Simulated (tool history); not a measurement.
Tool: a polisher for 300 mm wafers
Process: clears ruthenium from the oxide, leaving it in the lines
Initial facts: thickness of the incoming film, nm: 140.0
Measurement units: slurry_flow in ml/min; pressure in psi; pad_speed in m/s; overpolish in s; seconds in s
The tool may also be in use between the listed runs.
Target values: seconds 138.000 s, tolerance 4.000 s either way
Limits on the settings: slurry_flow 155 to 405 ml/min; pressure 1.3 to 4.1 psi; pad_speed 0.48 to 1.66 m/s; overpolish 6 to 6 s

Run 1, day 0.000: slurry_flow 260 ml/min, pressure 2.7 psi, pad_speed 1.06 m/s, overpolish 6 s. Result: seconds 106.320 s.
Run 2, day 0.104: slurry_flow 260 ml/min, pressure 2.7 psi, pad_speed 1.28 m/s, overpolish 6 s. Result: seconds 89.732 s.
Run 3, day 0.150: slurry_flow 215 ml/min, pressure 2.7 psi, pad_speed 1.28 m/s, overpolish 6 s. Result: seconds 91.732 s.
Run 4, day 0.250: slurry_flow 215 ml/min, pressure 3.3 psi, pad_speed 1.28 m/s, overpolish 6 s. Result: seconds 74.262 s.
Run 5, day 0.488: slurry_flow 215 ml/min, pressure 3.6 psi, pad_speed 1.28 m/s, overpolish 6 s. Result: seconds 69.819 s.
Run 6, day 0.821: slurry_flow 215 ml/min, pressure 2.9 psi, pad_speed 1.26 m/s, overpolish 6 s. Result: seconds 86.468 s.
Run 7, day 0.954: slurry_flow 215 ml/min, pressure 2.5 psi, pad_speed 1.26 m/s, overpolish 6 s. Result: seconds 100.450 s.
Run 8, day 1.292: slurry_flow 210 ml/min, pressure 2.2 psi, pad_speed 1.26 m/s, overpolish 6 s. Result: seconds 114.410 s.
Run 9, day 1.362: slurry_flow 200 ml/min, pressure 2.1 psi, pad_speed 1.26 m/s, overpolish 6 s. Result: seconds 119.520 s.

Next run, 5 choices. One meets every target within its allowed miss, the rest don't. Which?
Run A, day 1.433: slurry_flow 170 ml/min, pressure 2.2 psi, pad_speed 1.50 m/s, overpolish 6 s. Result: seconds ?.
Run B, day 1.433: slurry_flow 265 ml/min, pressure 1.8 psi, pad_speed 1.16 m/s, overpolish 6 s. Result: seconds ?.
Run C, day 1.433: slurry_flow 270 ml/min, pressure 1.6 psi, pad_speed 1.26 m/s, overpolish 6 s. Result: seconds ?.
Run D, day 1.433: slurry_flow 255 ml/min, pressure 2.2 psi, pad_speed 1.10 m/s, overpolish 6 s. Result: seconds ?.
Run E, day 1.433: slurry_flow 165 ml/min, pressure 2.4 psi, pad_speed 0.98 m/s, overpolish 6 s. Result: seconds ?.

move  seconds
   A   98.766
   B  145.870
   C  150.300
   D  127.180
   E  138.040
A: further off than the last run
B: the result that was furthest off in the last run now lies on the other side of its target
C: the result that was furthest off in the last run now lies on the other side of its target
D: nearer the targets than the last run, but a result is still out of spec
E: meets every target
The right move is E.
